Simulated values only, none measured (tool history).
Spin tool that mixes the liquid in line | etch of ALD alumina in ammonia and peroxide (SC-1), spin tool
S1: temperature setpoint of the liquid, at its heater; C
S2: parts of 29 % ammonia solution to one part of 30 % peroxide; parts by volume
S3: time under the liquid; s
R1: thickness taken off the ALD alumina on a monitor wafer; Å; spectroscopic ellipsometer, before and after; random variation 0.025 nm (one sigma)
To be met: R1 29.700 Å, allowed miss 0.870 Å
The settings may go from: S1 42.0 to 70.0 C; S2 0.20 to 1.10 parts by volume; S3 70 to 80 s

run 1 hour=0.0 | S1=58.0 S2=0.60 S3=70 | R1=57.364
run 2 hour=1.5 | S1=55.0 S2=0.60 S3=70 | R1=49.625
run 3 hour=9.7 | S1=55.0 S2=0.60 S3=70 | R1=48.337
run 4 hour=18.1 | S1=52.0 S2=0.60 S3=70 | R1=41.687
run 5 hour=22.8 | S1=50.0 S2=0.60 S3=70 | R1=37.555
run 6 hour=30.6 | S1=50.0 S2=0.60 S3=80 | R1=42.611
run 7 hour=37.6 | S1=48.0 S2=0.60 S3=80 | R1=38.274
run 8 hour=42.3 | S1=42.5 S2=0.60 S3=80 | R1=28.089

Which of these 4 next moves meets every target?
run A hour=47.0 | S1=44.0 S2=0.90 S3=75 | R1=?
run B hour=47.0 | S1=46.0 S2=0.60 S3=75 | R1=?
run C hour=47.0 | S1=42.0 S2=0.90 S3=80 | R1=?
run D hour=47.0 | S1=43.0 S2=0.55 S3=75 | R1=?

move=A R1=29.225
move=B R1=31.509
move=C R1=27.774
move=D R1=26.326
A: meets every target
B: takes the result that was furthest off past its target
C: further off than the last run
D: further off than the last run
Answer: A

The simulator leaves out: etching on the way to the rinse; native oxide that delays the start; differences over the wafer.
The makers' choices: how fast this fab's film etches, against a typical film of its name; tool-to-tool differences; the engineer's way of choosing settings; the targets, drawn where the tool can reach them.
